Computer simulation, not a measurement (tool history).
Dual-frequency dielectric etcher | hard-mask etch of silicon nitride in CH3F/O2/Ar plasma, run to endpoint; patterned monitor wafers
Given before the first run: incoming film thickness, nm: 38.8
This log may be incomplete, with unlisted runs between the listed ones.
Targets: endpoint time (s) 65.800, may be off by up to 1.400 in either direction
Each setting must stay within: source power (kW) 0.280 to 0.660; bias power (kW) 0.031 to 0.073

{"run": 1, "hour": 0.0, "source power (kW)": 0.47, "bias power (kW)": 0.052, "endpoint time (s)": 54.757}
{"run": 2, "hour": 8.5, "source power (kW)": 0.54, "bias power (kW)": 0.052, "endpoint time (s)": 52.421}
{"run": 3, "hour": 15.3, "source power (kW)": 0.5, "bias power (kW)": 0.052, "endpoint time (s)": 53.036}
{"run": 4, "hour": 16.4, "source power (kW)": 0.47, "bias power (kW)": 0.05, "endpoint time (s)": 55.208}
{"run": 5, "hour": 18.4, "source power (kW)": 0.44, "bias power (kW)": 0.048, "endpoint time (s)": 57.401}
{"run": 6, "hour": 25.1, "source power (kW)": 0.44, "bias power (kW)": 0.053, "endpoint time (s)": 54.882}
{"run": 7, "hour": 31.4, "source power (kW)": 0.42, "bias power (kW)": 0.051, "endpoint time (s)": 57.524}
{"run": 8, "hour": 32.6, "source power (kW)": 0.4, "bias power (kW)": 0.05, "endpoint time (s)": 57.184}
{"run": 9, "hour": 34.3, "source power (kW)": 0.38, "bias power (kW)": 0.048, "endpoint time (s)": 59.636}
{"run": 10, "hour": 43.2, "source power (kW)": 0.38, "bias power (kW)": 0.048, "endpoint time (s)": 59.278}
{"run": 11, "hour": 48.3, "source power (kW)": 0.37, "bias power (kW)": 0.047, "endpoint time (s)": 60.5}
{"run": 12, "hour": 53.7, "source power (kW)": 0.36, "bias power (kW)": 0.046, "endpoint time (s)": 61.518}
{"run": 13, "hour": 57.8, "source power (kW)": 0.35, "bias power (kW)": 0.046, "endpoint time (s)": 61.434}
{"hour": 63.5, "done": "source power generator calibrated"}
{"run": 14, "hour": 63.5, "source power (kW)": 0.34, "bias power (kW)": 0.045, "endpoint time (s)": 63.109}
{"run": 15, "hour": 69.8, "source power (kW)": 0.33, "bias power (kW)": 0.045, "endpoint time (s)": 64.634}

Consider the 4 candidate settings below. Which is the only one whose results all fall within their allowed miss of target?
{"run": "A", "hour": 76.1, "source power (kW)": 0.3, "bias power (kW)": 0.05, "endpoint time (s)": "?"}
{"run": "B", "hour": 76.1, "source power (kW)": 0.29, "bias power (kW)": 0.046, "endpoint time (s)": "?"}
{"run": "C", "hour": 76.1, "source power (kW)": 0.32, "bias power (kW)": 0.049, "endpoint time (s)": "?"}
{"run": "D", "hour": 76.1, "source power (kW)": 0.37, "bias power (kW)": 0.044, "endpoint time (s)": "?"}

move=A endpoint_time_(s)=63.395
move=B endpoint_time_(s)=66.086
move=C endpoint_time_(s)=62.868
move=D endpoint_time_(s)=63.104
A: further off than the last run
B: all results in spec
C: further off than the last run
D: further off than the last run
The move that meets every target is B.
